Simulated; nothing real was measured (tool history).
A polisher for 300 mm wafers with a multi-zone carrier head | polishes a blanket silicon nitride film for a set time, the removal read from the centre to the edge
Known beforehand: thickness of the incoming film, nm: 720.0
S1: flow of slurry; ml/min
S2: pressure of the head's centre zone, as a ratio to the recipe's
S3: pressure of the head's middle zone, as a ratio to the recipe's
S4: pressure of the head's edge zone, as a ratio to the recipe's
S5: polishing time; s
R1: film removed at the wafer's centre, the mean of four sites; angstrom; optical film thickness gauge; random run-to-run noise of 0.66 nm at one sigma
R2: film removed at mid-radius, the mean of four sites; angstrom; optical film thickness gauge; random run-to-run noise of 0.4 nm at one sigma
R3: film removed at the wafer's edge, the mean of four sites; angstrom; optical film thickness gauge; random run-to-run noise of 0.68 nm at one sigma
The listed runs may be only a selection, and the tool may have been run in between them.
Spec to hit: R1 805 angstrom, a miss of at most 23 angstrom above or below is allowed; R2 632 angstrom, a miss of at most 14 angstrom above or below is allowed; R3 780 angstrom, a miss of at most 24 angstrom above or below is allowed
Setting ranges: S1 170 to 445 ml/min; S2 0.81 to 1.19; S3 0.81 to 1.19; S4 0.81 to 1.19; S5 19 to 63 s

run    day   S1    S2    S3    S4  S5      R1      R2      R3
  1      0  285     1     1     1  41  721.69  714.71  735.31
  2  0.042  280  1.02  0.98  1.02  41   718.2  705.35  742.12
  3  0.388  285  1.05  0.95  1.03  41  741.72  688.47  745.25
  4  0.475  220  1.05  0.95  1.03  41  723.45  669.47  731.15
  5  0.729  220  1.07  0.93  1.04  41   733.4  657.06  729.28
  6  0.883  220  1.07  0.93  1.04  49  869.44  781.18  873.51
  7  0.917  215  1.08  0.91  1.04  48  868.16  752.11  864.11
  8  1.062  195  1.08  0.81  0.97  43   752.5  607.91  729.89
  9  1.342  205  1.09  0.81  0.98  43  778.65  602.27   739.3
 10  1.675  215  1.09  0.81  0.99  43  780.44   616.4  755.12

Which single option among these 5 for the next run brings every result within its allowed miss of target? Just one does.
  A  2.008  195  0.99  0.81     1  45   ?   ?   ?
  B  2.008  200  1.11  0.81  0.95  42   ?   ?   ?
  C  2.008  185  1.17  0.83  0.93  44   ?   ?   ?
  D  2.008  205  1.02  0.82  1.07  44   ?   ?   ?
  E  2.008  170  1.13  0.83  1.04  45   ?   ?   ?

move      R1      R2      R3
   A  747.02  635.24  774.13
   B  769.58  594.88     707
   C  831.54  627.79  726.77
   D   754.8  631.75  786.65
   E  813.37  633.31  776.43
A: the furthest-off result lands on target, but another misses its tolerance
B: further off than the last run
C: the furthest-off result lands on target, but another misses its tolerance
D: the furthest-off result lands on target, but another misses its tolerance
E: every result within its allowed miss
Correct choice: E, which meets every target

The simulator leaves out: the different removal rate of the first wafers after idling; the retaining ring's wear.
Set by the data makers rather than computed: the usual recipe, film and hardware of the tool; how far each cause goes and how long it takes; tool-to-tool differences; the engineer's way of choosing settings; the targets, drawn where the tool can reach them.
